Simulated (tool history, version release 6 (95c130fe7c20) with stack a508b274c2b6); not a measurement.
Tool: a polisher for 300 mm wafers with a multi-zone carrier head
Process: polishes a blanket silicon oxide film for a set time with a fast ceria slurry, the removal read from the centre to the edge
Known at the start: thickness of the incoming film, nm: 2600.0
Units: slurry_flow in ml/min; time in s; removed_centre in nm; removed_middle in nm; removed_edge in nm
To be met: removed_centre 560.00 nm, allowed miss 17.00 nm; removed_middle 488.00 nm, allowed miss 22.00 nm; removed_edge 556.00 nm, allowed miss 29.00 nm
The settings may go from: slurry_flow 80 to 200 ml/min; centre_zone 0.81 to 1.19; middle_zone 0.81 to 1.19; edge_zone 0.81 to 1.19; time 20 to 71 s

run	hour	slurry_flow	centre_zone	middle_zone	edge_zone	time	removed_centre	removed_middle	removed_edge
1	0.0	130	1.00	1.00	1.00	45	740.31	750.22	743.31
2	1.5	130	1.00	1.04	1.00	45	746.39	781.50	759.73
3	10.2	130	1.00	1.04	1.00	55	911.22	950.69	903.56
4	17.7	130	1.00	1.04	1.00	64	1055.70	1122.40	1097.10
5	18.6	130	0.91	1.04	1.00	64	969.67	1141.00	1047.10
6	26.3	130	0.91	1.04	0.92	64	961.05	1112.70	1013.60
7	30.3	120	0.92	0.98	0.90	56	830.13	881.96	881.65
8	38.0	120	0.92	0.98	0.90	56	836.80	911.97	898.57
9	46.5	125	0.94	0.95	0.89	48	730.24	752.76	736.94
10	47.5	120	0.95	0.91	0.89	44	672.54	658.93	668.83
11	48.9	110	0.96	0.88	0.90	42	633.90	595.43	636.89

Which of these 5 next moves meets every target?
A	50.3	120	0.98	0.81	0.89	35	?	?	?
B	50.3	140	0.89	1.12	0.88	35	?	?	?
C	50.3	110	0.98	0.83	0.96	45	?	?	?
D	50.3	170	0.97	1.19	0.82	34	?	?	?
E	50.3	85	0.99	0.81	0.96	37	?	?	?

move	removed_centre	removed_middle	removed_edge
A	556.21	480.68	554.13
B	529.47	653.88	563.54
C	696.53	616.00	722.65
D	583.16	694.70	546.94
E	525.19	457.01	562.30
A: meets every target
B: further off than the last run
C: further off than the last run
D: further off than the last run
E: takes the result that was furthest off past its target
Answer: A
